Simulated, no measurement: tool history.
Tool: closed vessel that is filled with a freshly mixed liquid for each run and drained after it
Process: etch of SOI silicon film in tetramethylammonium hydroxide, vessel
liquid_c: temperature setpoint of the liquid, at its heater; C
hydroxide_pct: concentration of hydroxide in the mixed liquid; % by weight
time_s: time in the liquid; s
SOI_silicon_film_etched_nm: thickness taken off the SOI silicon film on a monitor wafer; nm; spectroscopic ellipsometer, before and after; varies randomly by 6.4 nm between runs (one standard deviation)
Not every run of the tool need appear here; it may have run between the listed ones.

run    day  liquid_c  hydroxide_pct  time_s  SOI_silicon_film_etched_nm
  1  0.000      75.0           19.5      85                      602.36
  2  0.133      78.5           19.5      85                      741.71
  3  0.454      78.5           23.0      85                      665.69
  4  0.825      78.5           23.0      85                      657.95
  5  1.204      79.0           23.0      85                      677.35
  6  1.454      79.5           23.0      85                      688.64
  7  1.546      80.0           23.0      85                      729.18

Expected results for the next run?
  8  1.725      80.5           23.0      85                           ?

{"run 8": {"SOI_silicon_film_etched_nm": 743.34}}
